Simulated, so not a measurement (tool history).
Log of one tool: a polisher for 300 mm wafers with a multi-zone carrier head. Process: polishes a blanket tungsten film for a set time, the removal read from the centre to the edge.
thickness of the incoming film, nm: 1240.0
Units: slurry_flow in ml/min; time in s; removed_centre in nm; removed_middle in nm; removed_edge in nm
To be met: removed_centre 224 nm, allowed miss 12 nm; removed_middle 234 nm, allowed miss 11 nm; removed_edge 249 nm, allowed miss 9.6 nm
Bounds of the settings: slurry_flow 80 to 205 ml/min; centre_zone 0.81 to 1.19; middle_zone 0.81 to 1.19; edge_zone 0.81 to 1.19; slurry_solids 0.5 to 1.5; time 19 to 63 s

Run 1, hour 0: slurry_flow 135 ml/min, centre_zone 1, middle_zone 1, edge_zone 1, slurry_solids 1, time 41 s. Result: removed_centre 349.53 nm, removed_middle 356.21 nm, removed_edge 366.58 nm.
Run 2, hour 3: slurry_flow 135 ml/min, centre_zone 0.95, middle_zone 1, edge_zone 1, slurry_solids 1, time 41 s. Result: removed_centre 341.98 nm, removed_middle 354.76 nm, removed_edge 362.24 nm.
Run 3, hour 3.6: slurry_flow 130 ml/min, centre_zone 0.93, middle_zone 0.99, edge_zone 0.99, slurry_solids 0.9, time 40 s. Result: removed_centre 318.78 nm, removed_middle 347.95 nm, removed_edge 340.55 nm.
Run 4, hour 11.8: slurry_flow 130 ml/min, centre_zone 0.93, middle_zone 0.99, edge_zone 0.99, slurry_solids 0.75, time 40 s. Result: removed_centre 293.68 nm, removed_middle 330.18 nm, removed_edge 325.19 nm.
Run 5, hour 20.6: slurry_flow 155 ml/min, centre_zone 0.93, middle_zone 0.99, edge_zone 0.99, slurry_solids 0.75, time 40 s. Result: removed_centre 308.19 nm, removed_middle 342.49 nm, removed_edge 343.25 nm.
Run 6, hour 27.8: slurry_flow 150 ml/min, centre_zone 0.93, middle_zone 0.96, edge_zone 0.99, slurry_solids 0.7, time 39 s. Result: removed_centre 291.3 nm, removed_middle 322.96 nm, removed_edge 323.86 nm.
Run 7, hour 32.1: slurry_flow 145 ml/min, centre_zone 0.93, middle_zone 0.93, edge_zone 0.99, slurry_solids 0.65, time 38 s. Result: removed_centre 273.48 nm, removed_middle 298.81 nm, removed_edge 305.49 nm.
Run 8, hour 34.2: slurry_flow 140 ml/min, centre_zone 0.93, middle_zone 0.91, edge_zone 0.99, slurry_solids 0.6, time 38 s. Result: removed_centre 286.38 nm, removed_middle 287.09 nm, removed_edge 300.5 nm.
Run 9, hour 39.4: slurry_flow 140 ml/min, centre_zone 0.93, middle_zone 0.91, edge_zone 0.99, slurry_solids 0.6, time 38 s. Result: removed_centre 275.66 nm, removed_middle 284.67 nm, removed_edge 299.97 nm.
Run 10, hour 46: slurry_flow 135 ml/min, centre_zone 0.91, middle_zone 0.9, edge_zone 0.98, slurry_solids 0.6, time 37 s. Result: removed_centre 258.6 nm, removed_middle 279.59 nm, removed_edge 289.65 nm.
Run 11, hour 53.5: slurry_flow 130 ml/min, centre_zone 0.91, middle_zone 0.88, edge_zone 0.97, slurry_solids 0.6, time 37 s. Result: removed_centre 255.22 nm, removed_middle 272.57 nm, removed_edge 288.7 nm.
Run 12, hour 56.9: slurry_flow 110 ml/min, centre_zone 0.91, middle_zone 0.84, edge_zone 0.88, slurry_solids 0.5, time 33 s. Result: removed_centre 211.55 nm, removed_middle 223.02 nm, removed_edge 228.74 nm.
Run 13, hour 58: slurry_flow 115 ml/min, centre_zone 0.91, middle_zone 0.84, edge_zone 0.89, slurry_solids 0.5, time 33 s. Result: removed_centre 216.41 nm, removed_middle 219.99 nm, removed_edge 236.31 nm.

Which of these 4 next moves meets every target?
Run A, hour 59.1: slurry_flow 100 ml/min, centre_zone 1.03, middle_zone 0.88, edge_zone 0.85, slurry_solids 0.5, time 31 s. Result: removed_centre ?, removed_middle ?, removed_edge ?.
Run B, hour 59.1: slurry_flow 110 ml/min, centre_zone 0.95, middle_zone 0.93, edge_zone 0.99, slurry_solids 0.5, time 33 s. Result: removed_centre ?, removed_middle ?, removed_edge ?.
Run C, hour 59.1: slurry_flow 80 ml/min, centre_zone 1.11, middle_zone 0.96, edge_zone 0.93, slurry_solids 0.85, time 29 s. Result: removed_centre ?, removed_middle ?, removed_edge ?.
Run D, hour 59.1: slurry_flow 120 ml/min, centre_zone 1.02, middle_zone 0.85, edge_zone 0.92, slurry_solids 0.5, time 32 s. Result: removed_centre ?, removed_middle ?, removed_edge ?.

move  removed_centre  removed_middle  removed_edge
   A          225.78          205.21        211.14
   B          227.79          231.35        244.83
   C          235.61          211.43        219.58
   D          242.97          216.89        232.67
A: further off than the last run
B: meets every target
C: further off than the last run
D: further off than the last run
Answer: B

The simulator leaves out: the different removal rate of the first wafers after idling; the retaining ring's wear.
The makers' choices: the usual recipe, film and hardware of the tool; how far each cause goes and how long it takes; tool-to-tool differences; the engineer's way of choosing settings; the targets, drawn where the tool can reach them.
